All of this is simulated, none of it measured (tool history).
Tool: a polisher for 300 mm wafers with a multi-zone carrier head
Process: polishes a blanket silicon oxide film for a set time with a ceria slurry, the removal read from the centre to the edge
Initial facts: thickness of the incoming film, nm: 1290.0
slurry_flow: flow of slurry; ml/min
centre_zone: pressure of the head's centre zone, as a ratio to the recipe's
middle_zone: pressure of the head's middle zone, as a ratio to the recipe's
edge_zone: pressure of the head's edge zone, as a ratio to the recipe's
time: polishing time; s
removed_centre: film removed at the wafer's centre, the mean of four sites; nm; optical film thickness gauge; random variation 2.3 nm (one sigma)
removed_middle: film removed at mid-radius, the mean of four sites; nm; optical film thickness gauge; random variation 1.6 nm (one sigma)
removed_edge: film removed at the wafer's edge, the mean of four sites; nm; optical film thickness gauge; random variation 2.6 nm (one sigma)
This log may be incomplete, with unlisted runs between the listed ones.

run  hour  slurry_flow  centre_zone  middle_zone  edge_zone  time  removed_centre  removed_middle  removed_edge
  1   0.0          235         1.00         1.00       1.00    74          350.78          358.78        368.56
  2   7.1          185         1.00         1.00       1.00    74          338.20          345.49        350.30
  3  13.7          180         1.01         1.00       0.98    70          322.73          328.58        333.61
  4  16.2          175         1.03         1.01       0.96    66          305.63          307.74        307.00
  5  19.2          175         1.03         1.01       0.90    66          301.24          307.63        294.32
  6  23.8          170         1.04         1.01       0.89    64          296.04          297.13        284.52
  7  27.8          165         1.05         1.01       0.88    62          287.50          286.05        274.86
  8  36.0          165         1.06         1.02       0.87    60          283.06          277.80        261.03

What will run 9 give?
  9  41.9          165         1.06         1.02       0.86    59               ?               ?             ?

For run 9 the tool returned removed_centre 280.01 nm, removed_middle 273.69 nm, removed_edge 256.38 nm.

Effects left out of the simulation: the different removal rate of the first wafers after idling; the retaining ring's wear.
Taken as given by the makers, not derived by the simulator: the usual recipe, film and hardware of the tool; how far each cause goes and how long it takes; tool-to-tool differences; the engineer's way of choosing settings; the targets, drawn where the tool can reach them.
